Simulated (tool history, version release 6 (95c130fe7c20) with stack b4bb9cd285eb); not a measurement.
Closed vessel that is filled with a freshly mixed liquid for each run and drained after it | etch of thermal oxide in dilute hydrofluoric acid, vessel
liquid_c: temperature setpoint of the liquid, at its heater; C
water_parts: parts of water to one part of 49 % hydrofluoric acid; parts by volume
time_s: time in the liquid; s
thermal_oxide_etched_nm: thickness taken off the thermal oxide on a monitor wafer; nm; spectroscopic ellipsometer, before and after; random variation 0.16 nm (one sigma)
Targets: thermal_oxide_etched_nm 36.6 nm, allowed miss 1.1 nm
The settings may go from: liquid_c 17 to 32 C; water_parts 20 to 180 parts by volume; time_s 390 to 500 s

run  hour  liquid_c  water_parts  time_s  thermal_oxide_etched_nm
  1     0        24          100     500                   22.966
  2   2.6      25.5           95     500                   25.763
  3     8      25.5           60     500                   42.435
  4  15.4        25           60     500                   41.843
  5  21.3        25           60     500                    42.17
  6  28.1        28           60     500                   47.315
  7    31        27           60     500                    45.56
  8  34.8        26           60     500                   44.036
  9  41.9      25.5           60     500                    42.95
 10  45.5        25           60     500                   41.761
 11  47.8      24.5           60     500                   41.045
 12  54.5        24           60     500                   40.292
 13  58.8      23.5           60     500                   39.535
 14  62.3        23           60     500                    38.55
 15  65.2      22.5           60     500                   37.914

Which of these 4 next moves meets every target?
  A  68.1        31           85     500                        ?
  B  68.1        24           60     485                        ?
  C  68.1        22           50     435                        ?
  D  68.1        22           45     390                        ?

move  thermal_oxide_etched_nm
   A                   36.137
   B                   39.068
   C                   39.214
   D                   39.311
A: meets every target
B: further off than the last run
C: further off than the last run
D: further off than the last run
Answer: A

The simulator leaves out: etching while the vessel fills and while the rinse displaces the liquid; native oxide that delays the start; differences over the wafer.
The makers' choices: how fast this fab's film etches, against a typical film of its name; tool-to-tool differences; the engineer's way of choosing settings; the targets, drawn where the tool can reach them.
